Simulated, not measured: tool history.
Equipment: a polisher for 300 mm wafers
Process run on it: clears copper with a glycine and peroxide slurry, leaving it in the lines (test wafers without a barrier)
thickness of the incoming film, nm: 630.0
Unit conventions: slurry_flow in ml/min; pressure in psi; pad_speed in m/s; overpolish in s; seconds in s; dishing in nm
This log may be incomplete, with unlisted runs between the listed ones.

run 1 day=0 | slurry_flow=280 pressure=3.2 pad_speed=1.18 overpolish=16 | seconds=89.886 dishing=49.891
run 2 day=0.312 | slurry_flow=275 pressure=3 pad_speed=1.26 overpolish=15 | seconds=89.506 dishing=50.173
run 3 day=0.675 | slurry_flow=295 pressure=3.3 pad_speed=1.18 overpolish=14 | seconds=87.237 dishing=47.702
run 4 day=0.996 | slurry_flow=255 pressure=3.3 pad_speed=1.18 overpolish=14 | seconds=92.714 dishing=45.422
run 5 day=1.204 | slurry_flow=245 pressure=3.5 pad_speed=1.18 overpolish=13 | seconds=89.929 dishing=45.689
run 6 day=1.521 | slurry_flow=270 pressure=3.7 pad_speed=1.1 overpolish=12 | seconds=89.587 dishing=42.359
run 7 day=1.588 | slurry_flow=290 pressure=3.9 pad_speed=1.06 overpolish=11 | seconds=89.633 dishing=40.761
run 8 day=1.671 | slurry_flow=310 pressure=4 pad_speed=1.04 overpolish=10 | seconds=89.287 dishing=38.922
run 9 day=1.771 | slurry_flow=325 pressure=4.1 pad_speed=1.02 overpolish=9 | seconds=89.079 dishing=36.355
run 10 day=2.138 | slurry_flow=340 pressure=4.2 pad_speed=1.02 overpolish=8 | seconds=86.874 dishing=33.896
run 11 day=2.412 | slurry_flow=355 pressure=4.3 pad_speed=1.02 overpolish=8 | seconds=87.577 dishing=34.062

Run 12, settings as shown, results not yet in. Your forecast:
run 12 day=2.617 | slurry_flow=365 pressure=4.4 pad_speed=1.04 overpolish=8 | seconds=? dishing=?

{"run 12": {"seconds": 85.541, "dishing": 33.569}}
